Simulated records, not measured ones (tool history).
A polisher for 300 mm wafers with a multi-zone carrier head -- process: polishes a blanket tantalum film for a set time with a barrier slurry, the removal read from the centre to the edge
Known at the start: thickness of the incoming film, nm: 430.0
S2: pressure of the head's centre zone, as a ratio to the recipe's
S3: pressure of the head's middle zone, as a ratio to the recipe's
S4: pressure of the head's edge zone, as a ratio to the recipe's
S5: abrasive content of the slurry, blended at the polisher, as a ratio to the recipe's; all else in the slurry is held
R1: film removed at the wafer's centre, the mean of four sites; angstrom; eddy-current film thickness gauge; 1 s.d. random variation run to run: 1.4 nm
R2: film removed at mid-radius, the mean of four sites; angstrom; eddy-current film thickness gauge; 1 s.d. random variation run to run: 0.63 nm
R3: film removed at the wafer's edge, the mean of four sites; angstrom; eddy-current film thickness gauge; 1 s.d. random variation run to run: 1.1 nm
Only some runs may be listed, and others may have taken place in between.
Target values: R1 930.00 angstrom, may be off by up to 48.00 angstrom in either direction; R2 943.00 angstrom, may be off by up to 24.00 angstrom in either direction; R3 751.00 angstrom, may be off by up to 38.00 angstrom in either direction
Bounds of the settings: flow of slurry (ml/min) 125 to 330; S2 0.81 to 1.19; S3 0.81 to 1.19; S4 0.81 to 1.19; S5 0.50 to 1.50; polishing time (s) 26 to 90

Run 1, hour 0.0: flow of slurry (ml/min) 210, S2 1.00, S3 1.00, S4 1.00, S5 1.00, polishing time (s) 58. Result: R1 1132.80 angstrom, R2 1170.00 angstrom, R3 1146.10 angstrom.
Run 2, hour 7.1: flow of slurry (ml/min) 215, S2 1.01, S3 1.01, S4 0.98, S5 0.95, polishing time (s) 56. Result: R1 1108.40 angstrom, R2 1109.70 angstrom, R3 1088.40 angstrom.
Run 3, hour 10.6: flow of slurry (ml/min) 215, S2 1.01, S3 1.03, S4 0.96, S5 0.90, polishing time (s) 55. Result: R1 1052.00 angstrom, R2 1106.00 angstrom, R3 1038.20 angstrom.
Run 4, hour 14.5: flow of slurry (ml/min) 215, S2 1.03, S3 1.04, S4 0.94, S5 0.85, polishing time (s) 54. Result: R1 1056.40 angstrom, R2 1076.90 angstrom, R3 1000.00 angstrom.
Run 5, hour 19.9: flow of slurry (ml/min) 215, S2 1.00, S3 1.04, S4 0.94, S5 0.85, polishing time (s) 54. Result: R1 1019.60 angstrom, R2 1089.50 angstrom, R3 999.67 angstrom.
Run 6, hour 24.4: flow of slurry (ml/min) 215, S2 1.01, S3 1.05, S4 0.92, S5 0.80, polishing time (s) 53. Result: R1 1001.00 angstrom, R2 1049.60 angstrom, R3 945.39 angstrom.
Run 7, hour 26.0: flow of slurry (ml/min) 215, S2 1.02, S3 1.06, S4 0.90, S5 0.75, polishing time (s) 53. Result: R1 1011.20 angstrom, R2 1054.40 angstrom, R3 930.05 angstrom.
Run 8, hour 32.0: flow of slurry (ml/min) 215, S2 1.03, S3 1.07, S4 0.89, S5 0.70, polishing time (s) 52. Result: R1 975.43 angstrom, R2 1012.60 angstrom, R3 888.95 angstrom.
Run 9, hour 32.5: flow of slurry (ml/min) 215, S2 1.04, S3 1.08, S4 0.88, S5 0.65, polishing time (s) 52. Result: R1 966.53 angstrom, R2 1004.80 angstrom, R3 881.98 angstrom.
Run 10, hour 40.0: flow of slurry (ml/min) 215, S2 1.05, S3 1.09, S4 0.87, S5 0.65, polishing time (s) 51. Result: R1 951.67 angstrom, R2 996.42 angstrom, R3 851.03 angstrom.
Run 11, hour 48.0: flow of slurry (ml/min) 215, S2 1.06, S3 1.10, S4 0.86, S5 0.65, polishing time (s) 51. Result: R1 943.97 angstrom, R2 1004.00 angstrom, R3 834.57 angstrom.
Run 12, hour 48.7: flow of slurry (ml/min) 210, S2 1.07, S3 1.10, S4 0.85, S5 0.65, polishing time (s) 51. Result: R1 978.13 angstrom, R2 1003.60 angstrom, R3 850.70 angstrom.
Run 13, hour 57.3: flow of slurry (ml/min) 215, S2 1.08, S3 1.11, S4 0.84, S5 0.65, polishing time (s) 50. Result: R1 957.49 angstrom, R2 995.68 angstrom, R3 832.79 angstrom.
Run 14, hour 58.4: flow of slurry (ml/min) 190, S2 1.16, S3 1.15, S4 0.81, S5 0.50, polishing time (s) 48. Result: R1 907.83 angstrom, R2 912.74 angstrom, R3 736.02 angstrom.
Run 15, hour 65.7: flow of slurry (ml/min) 195, S2 1.16, S3 1.15, S4 0.81, S5 0.50, polishing time (s) 48. Result: R1 930.65 angstrom, R2 904.46 angstrom, R3 713.87 angstrom.
Run 16, hour 66.3: flow of slurry (ml/min) 185, S2 1.14, S3 1.18, S4 0.87, S5 0.60, polishing time (s) 48. Result: R1 950.20 angstrom, R2 973.19 angstrom, R3 768.58 angstrom.

Below are 5 possible settings for the next run. Only one of them brings all results inside the allowed miss of their targets. Which is it?
Run A, hour 66.9: flow of slurry (ml/min) 185, S2 1.19, S3 1.17, S4 0.92, S5 0.50, polishing time (s) 47. Result: R1 ?, R2 ?, R3 ?.
Run B, hour 66.9: flow of slurry (ml/min) 155, S2 1.16, S3 1.17, S4 0.83, S5 0.55, polishing time (s) 49. Result: R1 ?, R2 ?, R3 ?.
Run C, hour 66.9: flow of slurry (ml/min) 160, S2 0.96, S3 0.99, S4 0.92, S5 0.55, polishing time (s) 52. Result: R1 ?, R2 ?, R3 ?.
Run D, hour 66.9: flow of slurry (ml/min) 160, S2 0.98, S3 0.99, S4 0.96, S5 0.60, polishing time (s) 51. Result: R1 ?, R2 ?, R3 ?.
Run E, hour 66.9: flow of slurry (ml/min) 185, S2 1.15, S3 1.06, S4 0.83, S5 0.75, polishing time (s) 45. Result: R1 ?, R2 ?, R3 ?.

move      R1      R2      R3
   A  927.78  905.62  745.83
   B  944.79  948.75  749.39
   C  830.84  876.89  837.33
   D  849.98  878.50  855.89
   E  946.75  879.78  753.56
A: takes the result that was furthest off past its target
B: every result within its allowed miss
C: takes the result that was furthest off past its target
D: takes the result that was furthest off past its target
E: takes the result that was furthest off past its target
Move B is the one to make.
